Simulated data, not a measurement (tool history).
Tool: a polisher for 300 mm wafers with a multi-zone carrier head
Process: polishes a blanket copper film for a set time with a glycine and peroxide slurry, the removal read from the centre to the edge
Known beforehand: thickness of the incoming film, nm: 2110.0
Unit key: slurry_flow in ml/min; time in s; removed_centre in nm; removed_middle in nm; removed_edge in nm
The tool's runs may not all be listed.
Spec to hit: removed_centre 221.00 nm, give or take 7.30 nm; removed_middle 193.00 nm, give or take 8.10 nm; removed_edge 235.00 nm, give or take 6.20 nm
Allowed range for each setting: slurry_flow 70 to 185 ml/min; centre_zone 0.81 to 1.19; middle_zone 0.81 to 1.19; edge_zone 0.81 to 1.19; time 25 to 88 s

{"run": 1, "hour": 0.0, "slurry_flow": 120, "centre_zone": 1.0, "middle_zone": 1.0, "edge_zone": 1.0, "time": 56, "removed_centre": 238.8, "removed_middle": 233.45, "removed_edge": 236.94}
{"run": 2, "hour": 6.5, "slurry_flow": 120, "centre_zone": 1.06, "middle_zone": 1.0, "edge_zone": 1.0, "time": 56, "removed_centre": 252.25, "removed_middle": 231.64, "removed_edge": 240.7}
{"run": 3, "hour": 7.4, "slurry_flow": 120, "centre_zone": 1.1, "middle_zone": 1.0, "edge_zone": 1.0, "time": 56, "removed_centre": 263.26, "removed_middle": 239.08, "removed_edge": 237.61}
{"run": 4, "hour": 8.1, "slurry_flow": 115, "centre_zone": 1.09, "middle_zone": 0.99, "edge_zone": 1.01, "time": 56, "removed_centre": 256.48, "removed_middle": 235.93, "removed_edge": 239.81}
{"run": 5, "hour": 10.8, "slurry_flow": 95, "centre_zone": 1.09, "middle_zone": 0.99, "edge_zone": 1.01, "time": 56, "removed_centre": 241.87, "removed_middle": 219.87, "removed_edge": 228.81}
{"run": 6, "hour": 18.1, "slurry_flow": 95, "centre_zone": 1.09, "middle_zone": 0.98, "edge_zone": 1.02, "time": 56, "removed_centre": 243.22, "removed_middle": 217.14, "removed_edge": 230.26}
{"run": 7, "hour": 26.5, "slurry_flow": 95, "centre_zone": 1.08, "middle_zone": 0.97, "edge_zone": 1.03, "time": 56, "removed_centre": 237.88, "removed_middle": 212.82, "removed_edge": 230.41}
{"run": 8, "hour": 34.8, "slurry_flow": 95, "centre_zone": 1.08, "middle_zone": 0.96, "edge_zone": 1.04, "time": 56, "removed_centre": 238.59, "removed_middle": 212.82, "removed_edge": 230.41}
{"run": 9, "hour": 38.3, "slurry_flow": 95, "centre_zone": 1.08, "middle_zone": 0.95, "edge_zone": 1.05, "time": 56, "removed_centre": 237.95, "removed_middle": 214.0, "removed_edge": 230.5}
{"run": 10, "hour": 46.7, "slurry_flow": 90, "centre_zone": 1.08, "middle_zone": 0.93, "edge_zone": 1.06, "time": 56, "removed_centre": 235.49, "removed_middle": 207.27, "removed_edge": 233.75}
{"run": 11, "hour": 55.3, "slurry_flow": 90, "centre_zone": 1.08, "middle_zone": 0.92, "edge_zone": 1.06, "time": 56, "removed_centre": 233.95, "removed_middle": 199.41, "removed_edge": 233.27}

Which of these 4 next moves meets every target?
{"run": "A", "hour": 63.9, "slurry_flow": 90, "centre_zone": 1.08, "middle_zone": 0.94, "edge_zone": 1.07, "time": 53, "removed_centre": "?", "removed_middle": "?", "removed_edge": "?"}
{"run": "B", "hour": 63.9, "slurry_flow": 120, "centre_zone": 0.94, "middle_zone": 0.81, "edge_zone": 0.99, "time": 55, "removed_centre": "?", "removed_middle": "?", "removed_edge": "?"}
{"run": "C", "hour": 63.9, "slurry_flow": 75, "centre_zone": 1.19, "middle_zone": 0.88, "edge_zone": 1.03, "time": 56, "removed_centre": "?", "removed_middle": "?", "removed_edge": "?"}
{"run": "D", "hour": 63.9, "slurry_flow": 80, "centre_zone": 1.1, "middle_zone": 0.81, "edge_zone": 1.09, "time": 55, "removed_centre": "?", "removed_middle": "?", "removed_edge": "?"}

move=A removed_centre=225.35 removed_middle=192.02 removed_edge=221.65
move=B removed_centre=223.76 removed_middle=191.88 removed_edge=234.87
move=C removed_centre=242.21 removed_middle=179.24 removed_edge=220.04
move=D removed_centre=226.44 removed_middle=168.84 removed_edge=226.18
A: puts the biggest miss on target and leaves a different result outside tolerance
B: all results land within tolerance of their targets
C: misses by more than the last run did
D: puts the biggest miss on target and leaves a different result outside tolerance
Move B is the one to make.
